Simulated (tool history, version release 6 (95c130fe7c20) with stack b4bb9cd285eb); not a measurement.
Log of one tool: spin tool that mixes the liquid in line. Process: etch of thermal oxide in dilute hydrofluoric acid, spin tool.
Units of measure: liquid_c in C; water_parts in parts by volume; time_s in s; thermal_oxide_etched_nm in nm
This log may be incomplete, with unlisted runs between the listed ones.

run	day	liquid_c	water_parts	time_s	thermal_oxide_etched_nm
1	0.000	24.0	170	310	8.1906
2	0.179	22.5	175	310	7.4778
3	0.375	24.0	175	310	7.9089
4	0.412	24.0	205	310	6.5451
5	0.692	23.0	205	310	6.2840
6	0.892	22.5	205	310	6.1807
7	1.258	22.0	205	310	6.0533

Predict the results of run 8:
8	1.554	21.5	205	310	?

Run 8 produced thermal_oxide_etched_nm 6.0564 nm.

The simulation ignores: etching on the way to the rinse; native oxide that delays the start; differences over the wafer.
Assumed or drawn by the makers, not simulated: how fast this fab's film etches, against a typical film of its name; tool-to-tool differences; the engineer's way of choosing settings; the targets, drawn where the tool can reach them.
